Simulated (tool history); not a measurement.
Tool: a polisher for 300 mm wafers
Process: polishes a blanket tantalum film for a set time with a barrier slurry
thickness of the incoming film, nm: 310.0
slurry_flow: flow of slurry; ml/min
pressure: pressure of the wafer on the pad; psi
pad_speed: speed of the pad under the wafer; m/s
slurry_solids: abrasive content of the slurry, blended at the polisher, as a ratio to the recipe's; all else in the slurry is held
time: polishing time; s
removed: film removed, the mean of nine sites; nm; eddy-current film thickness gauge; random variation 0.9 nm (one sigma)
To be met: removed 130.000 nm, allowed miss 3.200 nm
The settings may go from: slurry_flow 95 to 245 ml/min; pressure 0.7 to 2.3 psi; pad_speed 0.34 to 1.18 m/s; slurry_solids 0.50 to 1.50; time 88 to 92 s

run	hour	slurry_flow	pressure	pad_speed	slurry_solids	time	removed
1	0.0	155	1.5	0.76	1.00	88	83.416
2	7.6	155	1.5	0.76	1.15	88	87.794
3	15.3	165	1.6	0.76	1.15	88	92.420
4	20.6	165	1.7	0.76	1.15	88	94.945
5	28.8	165	1.8	0.78	1.15	88	101.970
6	29.9	165	1.8	0.78	1.05	88	98.682
7	34.7	165	1.9	0.80	1.05	88	106.700
8	36.7	165	2.0	0.80	1.05	88	110.760
9	39.3	170	2.1	0.80	1.05	88	113.050
10	47.8	170	2.1	0.82	1.05	88	117.730
11	49.2	170	2.2	0.82	1.05	88	120.840

4 next moves are on the table. One of them brings every result within its allowed miss. Which?
A	50.6	165	2.2	0.88	1.10	92	?
B	50.6	185	2.2	0.88	0.95	89	?
C	50.6	170	2.1	0.84	1.05	89	?
D	50.6	165	2.3	0.86	1.05	91	?

move	removed
A	137.030
B	128.700
C	121.190
D	135.270
A: takes the result that was furthest off past its target
B: meets every target
C: as far off as the last run
D: takes the result that was furthest off past its target
Move B is the one to make.
